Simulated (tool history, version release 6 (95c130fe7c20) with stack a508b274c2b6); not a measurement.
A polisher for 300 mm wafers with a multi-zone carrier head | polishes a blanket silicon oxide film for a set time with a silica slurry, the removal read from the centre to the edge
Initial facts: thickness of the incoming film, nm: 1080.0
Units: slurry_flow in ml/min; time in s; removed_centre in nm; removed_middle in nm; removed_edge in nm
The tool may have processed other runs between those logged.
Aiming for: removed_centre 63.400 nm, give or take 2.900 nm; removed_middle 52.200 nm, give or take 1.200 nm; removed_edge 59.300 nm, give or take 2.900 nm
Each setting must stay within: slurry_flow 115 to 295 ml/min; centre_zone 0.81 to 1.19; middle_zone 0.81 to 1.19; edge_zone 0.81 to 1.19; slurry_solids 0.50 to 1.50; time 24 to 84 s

| run | hour | slurry_flow | centre_zone | middle_zone | edge_zone | slurry_solids | time | removed_centre | removed_middle | removed_edge |
|---|---|---|---|---|---|---|---|---|---|---|
| 1 | 0.0 | 190 | 1.00 | 1.00 | 1.00 | 1.00 | 54 | 133.360 | 131.170 | 133.910 |
| 2 | 6.0 | 190 | 1.00 | 1.00 | 1.06 | 1.00 | 54 | 129.940 | 131.140 | 133.360 |
| 3 | 8.7 | 185 | 1.02 | 0.97 | 1.05 | 0.90 | 47 | 109.010 | 102.580 | 110.300 |
| 4 | 15.1 | 185 | 1.03 | 0.96 | 1.03 | 0.80 | 42 | 89.864 | 84.068 | 88.688 |
| 5 | 20.0 | 185 | 1.03 | 0.96 | 0.99 | 0.80 | 42 | 88.480 | 83.855 | 87.189 |
| 6 | 25.7 | 185 | 1.03 | 0.96 | 0.99 | 0.80 | 35 | 74.259 | 69.414 | 73.221 |
| 7 | 31.9 | 175 | 1.03 | 0.93 | 0.96 | 0.75 | 35 | 68.430 | 63.526 | 68.705 |
| 8 | 33.9 | 170 | 1.05 | 0.91 | 0.93 | 0.75 | 35 | 70.931 | 62.280 | 67.152 |
| 9 | 40.1 | 135 | 1.01 | 0.81 | 0.86 | 0.55 | 35 | 46.603 | 39.422 | 46.864 |
| 10 | 46.7 | 170 | 1.02 | 0.81 | 0.87 | 0.55 | 35 | 49.947 | 41.129 | 48.715 |
| 11 | 50.5 | 185 | 1.03 | 0.83 | 0.90 | 0.55 | 35 | 50.454 | 43.428 | 49.559 |
| 12 | 57.2 | 175 | 1.06 | 0.84 | 0.94 | 0.55 | 35 | 51.842 | 43.285 | 49.090 |
| 13 | 61.0 | 180 | 1.06 | 0.85 | 0.95 | 0.60 | 35 | 56.696 | 48.605 | 57.197 |
| 14 | 66.0 | 220 | 1.12 | 0.86 | 0.89 | 0.60 | 35 | 62.262 | 50.458 | 56.434 |
| 15 | 73.7 | 225 | 1.12 | 0.86 | 0.90 | 0.60 | 35 | 63.999 | 51.163 | 55.427 |
| 16 | 77.6 | 220 | 1.12 | 0.86 | 0.93 | 0.60 | 35 | 65.354 | 50.454 | 56.192 |
| 17 | 85.7 | 220 | 1.11 | 0.86 | 0.95 | 0.60 | 35 | 63.571 | 50.179 | 56.119 |
| 18 | 91.1 | 215 | 1.10 | 0.86 | 0.97 | 0.60 | 35 | 61.957 | 50.380 | 58.179 |
| 19 | 96.2 | 220 | 1.10 | 0.86 | 0.97 | 0.60 | 35 | 64.026 | 50.440 | 56.783 |
|  | 103.1 | slurry nozzle cleaned |
| 20 | 103.1 | 220 | 1.10 | 0.86 | 0.97 | 0.60 | 35 | 66.038 | 53.385 | 60.148 |
| 21 | 107.5 | 215 | 1.10 | 0.86 | 0.97 | 0.60 | 35 | 66.687 | 53.477 | 59.159 |

Below are 5 possible settings for the next run. Only one of them brings all results inside the allowed miss of their targets. Which is it?
| A | 111.9 | 285 | 1.01 | 0.87 | 1.04 | 0.60 | 34 | ? | ? | ? |
| B | 111.9 | 265 | 1.06 | 0.87 | 0.84 | 0.60 | 35 | ? | ? | ? |
| C | 111.9 | 235 | 1.13 | 0.89 | 0.99 | 0.55 | 38 | ? | ? | ? |
| D | 111.9 | 245 | 1.18 | 0.87 | 0.95 | 0.65 | 33 | ? | ? | ? |
| E | 111.9 | 195 | 1.10 | 0.87 | 1.02 | 0.50 | 43 | ? | ? | ? |

| move | removed_centre | removed_middle | removed_edge |
|---|---|---|---|
| A | 63.036 | 54.691 | 61.614 |
| B | 67.014 | 55.869 | 58.419 |
| C | 68.573 | 55.220 | 60.261 |
| D | 74.357 | 56.593 | 61.938 |
| E | 65.278 | 52.944 | 59.923 |
A: the worst result of the last run now meets its target, but another is out of spec
B: further off than the last run
C: further off than the last run
D: further off than the last run
E: every result within its allowed miss
So the answer is move E, the one that meets all the targets.
